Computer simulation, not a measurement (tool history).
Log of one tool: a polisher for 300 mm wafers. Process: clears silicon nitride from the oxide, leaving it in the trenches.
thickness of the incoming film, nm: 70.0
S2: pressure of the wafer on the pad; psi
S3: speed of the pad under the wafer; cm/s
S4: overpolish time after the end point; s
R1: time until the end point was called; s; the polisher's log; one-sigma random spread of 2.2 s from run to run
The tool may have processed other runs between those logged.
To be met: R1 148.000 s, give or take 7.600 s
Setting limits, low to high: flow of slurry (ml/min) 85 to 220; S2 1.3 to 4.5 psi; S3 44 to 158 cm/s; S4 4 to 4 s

{"run": 1, "hour": 0.0, "flow of slurry (ml/min)": 140, "S2": 2.9, "S3": 100, "S4": 4, "R1": 71.513}
{"run": 2, "hour": 7.9, "flow of slurry (ml/min)": 140, "S2": 2.6, "S3": 100, "S4": 4, "R1": 75.733}
{"run": 3, "hour": 10.1, "flow of slurry (ml/min)": 140, "S2": 2.4, "S3": 96, "S4": 4, "R1": 86.443}
{"run": 4, "hour": 12.9, "flow of slurry (ml/min)": 140, "S2": 2.2, "S3": 94, "S4": 4, "R1": 90.807}
{"run": 5, "hour": 20.9, "flow of slurry (ml/min)": 140, "S2": 2.2, "S3": 108, "S4": 4, "R1": 79.628}
{"run": 6, "hour": 28.8, "flow of slurry (ml/min)": 140, "S2": 2.7, "S3": 108, "S4": 4, "R1": 70.969}
{"run": 7, "hour": 32.0, "flow of slurry (ml/min)": 140, "S2": 2.5, "S3": 102, "S4": 4, "R1": 77.486}
{"run": 8, "hour": 37.8, "flow of slurry (ml/min)": 125, "S2": 1.7, "S3": 74, "S4": 4, "R1": 130.49}

Which of these 4 next moves meets every target?
{"run": "A", "hour": 43.6, "flow of slurry (ml/min)": 125, "S2": 2.0, "S3": 82, "S4": 4, "R1": "?"}
{"run": "B", "hour": 43.6, "flow of slurry (ml/min)": 115, "S2": 1.4, "S3": 72, "S4": 4, "R1": "?"}
{"run": "C", "hour": 43.6, "flow of slurry (ml/min)": 95, "S2": 1.3, "S3": 68, "S4": 4, "R1": "?"}
{"run": "D", "hour": 43.6, "flow of slurry (ml/min)": 125, "S2": 1.6, "S3": 60, "S4": 4, "R1": "?"}

move=A R1=111.350
move=B R1=152.190
move=C R1=172.560
move=D R1=163.540
A: misses by more than the last run did
B: hits every target within its allowed miss
C: carries the result that was furthest off beyond its target, to the other side
D: carries the result that was furthest off beyond its target, to the other side
The right move is B.

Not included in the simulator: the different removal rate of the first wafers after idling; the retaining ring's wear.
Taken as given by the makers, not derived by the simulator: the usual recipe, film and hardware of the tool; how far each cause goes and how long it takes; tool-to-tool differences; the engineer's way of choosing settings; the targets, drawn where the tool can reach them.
